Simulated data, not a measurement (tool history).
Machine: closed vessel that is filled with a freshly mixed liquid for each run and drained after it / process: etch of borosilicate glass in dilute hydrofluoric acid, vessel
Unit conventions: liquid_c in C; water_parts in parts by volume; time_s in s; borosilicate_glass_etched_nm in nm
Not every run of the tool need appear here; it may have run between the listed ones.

| run | day | liquid_c | water_parts | time_s | borosilicate_glass_etched_nm |
|---|---|---|---|---|---|
| 1 | 0.000 | 20.0 | 120 | 35 | 7.8797 |
| 2 | 0.079 | 22.0 | 120 | 35 | 8.3631 |
| 3 | 0.342 | 21.0 | 125 | 35 | 7.7008 |
| 4 | 0.596 | 21.0 | 150 | 35 | 6.3168 |
| 5 | 0.954 | 20.5 | 150 | 35 | 6.1768 |
| 6 | 1.325 | 20.0 | 150 | 35 | 6.0595 |
| 7 | 1.496 | 19.5 | 150 | 35 | 5.9052 |

Estimate the outcome of run 8 from the log above:
| 8 | 1.583 | 19.0 | 150 | 35 | ? |

borosilicate_glass_etched_nm: 5.8188 nm

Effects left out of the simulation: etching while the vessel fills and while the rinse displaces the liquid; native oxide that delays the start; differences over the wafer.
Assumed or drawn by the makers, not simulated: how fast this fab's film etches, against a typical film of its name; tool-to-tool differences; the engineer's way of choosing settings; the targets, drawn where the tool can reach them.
